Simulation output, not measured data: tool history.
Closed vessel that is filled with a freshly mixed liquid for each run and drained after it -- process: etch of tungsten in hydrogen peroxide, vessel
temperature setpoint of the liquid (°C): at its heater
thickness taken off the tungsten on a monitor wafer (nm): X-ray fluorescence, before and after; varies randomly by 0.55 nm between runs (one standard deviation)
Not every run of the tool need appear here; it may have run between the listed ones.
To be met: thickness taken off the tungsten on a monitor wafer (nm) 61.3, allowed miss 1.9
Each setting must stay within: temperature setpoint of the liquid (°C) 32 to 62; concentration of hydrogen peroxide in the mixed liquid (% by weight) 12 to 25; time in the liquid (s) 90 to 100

run  hour  temperature setpoint of the liquid (°C)  concentration of hydrogen peroxide in the mixed liquid (% by weight)  time in the liquid (s)  thickness taken off the tungsten on a monitor wafer (nm)
  1     0                                       46                                                                    17                      90                                                    101.22
  2   8.1                                       44                                                                    17                      90                                                     88.71
  3    12                                       44                                                                    17                     100                                                    97.629
  4  20.5                                       44                                                                    17                      90                                                    89.034
  5  21.1                                     47.5                                                                    17                      90                                                     111.6
  6  25.3                                     47.5                                                                    17                     100                                                    122.79
  7    32                                     44.5                                                                    17                     100                                                    102.28
  8  34.9                                     42.5                                                                    17                     100                                                     90.84
  9  40.9                                       41                                                                    17                     100                                                     81.16
 10  47.2                                       40                                                                    17                     100                                                    76.532
 11  48.8                                       39                                                                    17                     100                                                    70.758
 12  53.3                                     38.5                                                                    17                     100                                                    70.175
 13  56.8                                       38                                                                    17                     100                                                    66.608
 14  58.9                                       38                                                                    17                     100                                                    66.308
 15  63.9                                     37.5                                                                    17                     100                                                     65.11

Which one of the following 5 next-run settings gets every result inside its allowed miss? There is exactly one.
  A  68.9                                     39.5                                                                  16.5                      90                                                         ?
  B  68.9                                     36.5                                                                    17                     100                                                         ?
  C  68.9                                       39                                                                  15.5                     100                                                         ?
  D  68.9                                       37                                                                  18.5                     100                                                         ?
  E  68.9                                     37.5                                                                  23.5                      90                                                         ?

move  thickness taken off the tungsten on a monitor wafer (nm)
   A                                                    64.691
   B                                                    59.867
   C                                                    67.425
   D                                                    64.563
   E                                                    67.695
A: nearer than the last run, and not there yet
B: meets every target
C: its largest miss is bigger than the last run's
D: nearer than the last run, and not there yet
E: its largest miss is bigger than the last run's
B is the move that brings every result within its allowed miss.
